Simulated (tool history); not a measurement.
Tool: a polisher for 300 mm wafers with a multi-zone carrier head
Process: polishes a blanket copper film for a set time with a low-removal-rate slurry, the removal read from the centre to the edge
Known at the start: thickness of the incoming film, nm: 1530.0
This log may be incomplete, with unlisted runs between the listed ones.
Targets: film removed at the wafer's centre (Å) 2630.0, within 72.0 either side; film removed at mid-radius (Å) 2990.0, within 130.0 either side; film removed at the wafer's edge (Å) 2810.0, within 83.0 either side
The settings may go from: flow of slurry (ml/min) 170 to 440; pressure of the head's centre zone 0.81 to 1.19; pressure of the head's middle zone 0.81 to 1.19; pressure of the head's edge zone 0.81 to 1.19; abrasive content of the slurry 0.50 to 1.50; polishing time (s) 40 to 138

| run | hour | flow of slurry (ml/min) | pressure of the head's centre zone | pressure of the head's middle zone | pressure of the head's edge zone | abrasive content of the slurry | polishing time (s) | film removed at the wafer's centre (Å) | film removed at mid-radius (Å) | film removed at the wafer's edge (Å) |
|---|---|---|---|---|---|---|---|---|---|---|
| 1 | 0.0 | 280 | 1.00 | 1.00 | 1.00 | 1.00 | 88 | 3229.2 | 3234.2 | 3341.2 |
| 2 | 4.0 | 275 | 0.98 | 1.00 | 0.97 | 0.95 | 88 | 3092.7 | 3159.3 | 3269.9 |
| 3 | 8.1 | 275 | 0.98 | 1.00 | 1.02 | 0.95 | 88 | 3053.5 | 3209.5 | 3365.4 |
| 4 | 12.0 | 275 | 0.98 | 1.00 | 1.02 | 1.10 | 88 | 3162.4 | 3376.3 | 3474.7 |
| 5 | 20.3 | 275 | 1.01 | 1.00 | 1.02 | 1.10 | 88 | 3296.4 | 3329.9 | 3405.2 |
| 6 | 21.6 | 275 | 1.01 | 1.00 | 1.02 | 1.20 | 88 | 3280.7 | 3394.7 | 3439.3 |
| 7 | 22.4 | 270 | 1.00 | 1.01 | 0.99 | 1.15 | 87 | 3264.5 | 3281.9 | 3380.0 |
| 8 | 31.4 | 290 | 0.99 | 1.04 | 0.98 | 1.05 | 85 | 3077.9 | 3247.1 | 3210.6 |
| 9 | 38.1 | 290 | 0.98 | 1.05 | 0.96 | 1.00 | 85 | 3078.6 | 3243.1 | 3220.3 |
| 10 | 44.6 | 290 | 0.98 | 1.05 | 0.96 | 1.00 | 85 | 3079.8 | 3241.9 | 3182.6 |
| 11 | 47.7 | 290 | 0.97 | 1.06 | 0.94 | 0.95 | 84 | 2962.9 | 3221.7 | 3099.1 |
| 12 | 54.9 | 285 | 0.96 | 1.06 | 0.92 | 0.90 | 84 | 2882.0 | 3232.9 | 3051.5 |
| 13 | 61.9 | 280 | 0.96 | 1.05 | 0.91 | 0.85 | 84 | 2841.2 | 3104.1 | 2964.1 |
| 14 | 70.2 | 270 | 0.95 | 1.05 | 0.90 | 0.85 | 84 | 2799.5 | 3110.7 | 2942.3 |
| 15 | 72.9 | 260 | 0.95 | 1.05 | 0.90 | 0.85 | 84 | 2816.8 | 3084.6 | 2918.6 |
| 16 | 74.5 | 230 | 0.89 | 1.04 | 0.86 | 0.80 | 84 | 2535.4 | 3013.4 | 2832.0 |

Below are 4 possible settings for the next run. Only one of them brings all results inside the allowed miss of their targets. Which is it?
| A | 76.1 | 350 | 0.87 | 0.97 | 0.81 | 0.85 | 83 | ? | ? | ? |
| B | 76.1 | 205 | 0.86 | 0.95 | 0.98 | 0.75 | 84 | ? | ? | ? |
| C | 76.1 | 200 | 0.88 | 1.16 | 0.93 | 0.80 | 83 | ? | ? | ? |
| D | 76.1 | 190 | 0.84 | 1.05 | 0.87 | 0.90 | 86 | ? | ? | ? |

| move | film removed at the wafer's centre (Å) | film removed at mid-radius (Å) | film removed at the wafer's edge (Å) |
|---|---|---|---|
| A | 2634.5 | 2951.0 | 2802.8 |
| B | 2399.6 | 2706.9 | 2885.7 |
| C | 2443.9 | 3033.1 | 2797.7 |
| D | 2439.0 | 2991.6 | 2852.6 |
A: every result lands within tolerance
B: moves away from the targets compared with the last run
C: moves away from the targets compared with the last run
D: moves away from the targets compared with the last run
A meets every target.
